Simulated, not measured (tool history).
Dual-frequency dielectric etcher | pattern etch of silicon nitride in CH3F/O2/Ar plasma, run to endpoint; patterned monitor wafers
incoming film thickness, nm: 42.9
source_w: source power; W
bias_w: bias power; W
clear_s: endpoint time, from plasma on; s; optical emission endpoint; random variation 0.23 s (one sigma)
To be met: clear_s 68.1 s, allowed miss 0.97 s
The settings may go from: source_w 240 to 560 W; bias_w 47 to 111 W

{"run": 1, "hour": 0.0, "source_w": 400, "bias_w": 79, "clear_s": 61.602}
{"run": 2, "hour": 7.1, "source_w": 390, "bias_w": 79, "clear_s": 62.6}
{"run": 3, "hour": 10.7, "source_w": 380, "bias_w": 79, "clear_s": 62.871}
{"run": 4, "hour": 18.9, "source_w": 370, "bias_w": 79, "clear_s": 63.517}
{"run": 5, "hour": 20.5, "source_w": 360, "bias_w": 79, "clear_s": 63.772}
{"run": 6, "hour": 25.3, "source_w": 350, "bias_w": 79, "clear_s": 64.222}
{"run": 7, "hour": 33.5, "source_w": 350, "bias_w": 79, "clear_s": 63.957}
{"run": 8, "hour": 40.4, "source_w": 340, "bias_w": 79, "clear_s": 65.051}
{"run": 9, "hour": 47.7, "source_w": 330, "bias_w": 79, "clear_s": 65.537}
{"run": 10, "hour": 53.0, "source_w": 320, "bias_w": 79, "clear_s": 66.042}

Which of these 5 next moves meets every target?
{"run": "A", "hour": 58.3, "source_w": 300, "bias_w": 75, "clear_s": "?"}
{"run": "B", "hour": 58.3, "source_w": 270, "bias_w": 95, "clear_s": "?"}
{"run": "C", "hour": 58.3, "source_w": 360, "bias_w": 82, "clear_s": "?"}
{"run": "D", "hour": 58.3, "source_w": 350, "bias_w": 84, "clear_s": "?"}
{"run": "E", "hour": 58.3, "source_w": 380, "bias_w": 79, "clear_s": "?"}

move=A clear_s=68.461
move=B clear_s=66.012
move=C clear_s=63.238
move=D clear_s=63.358
move=E clear_s=62.832
A: meets every target
B: as far off as the last run
C: further off than the last run
D: further off than the last run
E: further off than the last run
Move A is the one to make.
